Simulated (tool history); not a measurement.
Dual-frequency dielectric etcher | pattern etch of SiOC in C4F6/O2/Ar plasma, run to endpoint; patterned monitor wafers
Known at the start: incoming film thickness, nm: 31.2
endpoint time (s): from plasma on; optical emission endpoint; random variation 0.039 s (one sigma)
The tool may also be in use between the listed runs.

Run 1, hour 0.0: bias power (kW) 0.629, source power (kW) 0.380. Result: endpoint time (s) 10.2890.
Run 2, hour 8.2: bias power (kW) 0.611, source power (kW) 0.380. Result: endpoint time (s) 10.3760.
Run 3, hour 11.2: bias power (kW) 0.595, source power (kW) 0.380. Result: endpoint time (s) 10.5050.
Run 4, hour 12.3: bias power (kW) 0.583, source power (kW) 0.380. Result: endpoint time (s) 10.5540.
Run 5, hour 20.2: bias power (kW) 0.583, source power (kW) 0.430. Result: endpoint time (s) 10.0890.
Run 6, hour 28.2: bias power (kW) 0.583, source power (kW) 0.460. Result: endpoint time (s) 9.8456.
Run 7, hour 30.8: bias power (kW) 0.553, source power (kW) 0.460. Result: endpoint time (s) 10.0260.

Run 8 comes next. What will it give?
Run 8, hour 35.1: bias power (kW) 0.529, source power (kW) 0.460. Result: endpoint time (s) ?.

endpoint time (s): 10.1570

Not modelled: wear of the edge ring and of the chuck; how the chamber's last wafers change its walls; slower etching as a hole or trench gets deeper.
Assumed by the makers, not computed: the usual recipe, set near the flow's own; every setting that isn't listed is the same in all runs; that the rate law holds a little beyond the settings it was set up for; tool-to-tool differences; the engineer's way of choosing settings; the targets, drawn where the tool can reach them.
